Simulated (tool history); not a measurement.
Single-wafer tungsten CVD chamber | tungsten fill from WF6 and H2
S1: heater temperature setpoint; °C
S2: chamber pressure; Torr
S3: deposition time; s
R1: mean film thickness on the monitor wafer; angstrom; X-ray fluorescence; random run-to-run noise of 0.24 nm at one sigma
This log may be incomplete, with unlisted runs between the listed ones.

run 1 hour=0 | S1=375 S2=30 S3=18 | R1=338.67
run 2 hour=2.7 | S1=375 S2=25.3 S3=18 | R1=313.78
run 3 hour=7.9 | S1=381 S2=25.9 S3=18 | R1=364.46
run 4 hour=8.8 | S1=381 S2=30 S3=18 | R1=387.58
run 5 hour=17 | S1=390 S2=30 S3=18 | R1=475.66
run 6 hour=18.6 | S1=391 S2=30 S3=18 | R1=487.71
run 7 hour=26 | S1=392 S2=30 S3=18 | R1=493.98

Run 8, settings as shown, results not yet in. Your forecast:
run 8 hour=32.2 | S1=393 S2=30 S3=18 | R1=?

{"run 8": {"R1": 504.65}}

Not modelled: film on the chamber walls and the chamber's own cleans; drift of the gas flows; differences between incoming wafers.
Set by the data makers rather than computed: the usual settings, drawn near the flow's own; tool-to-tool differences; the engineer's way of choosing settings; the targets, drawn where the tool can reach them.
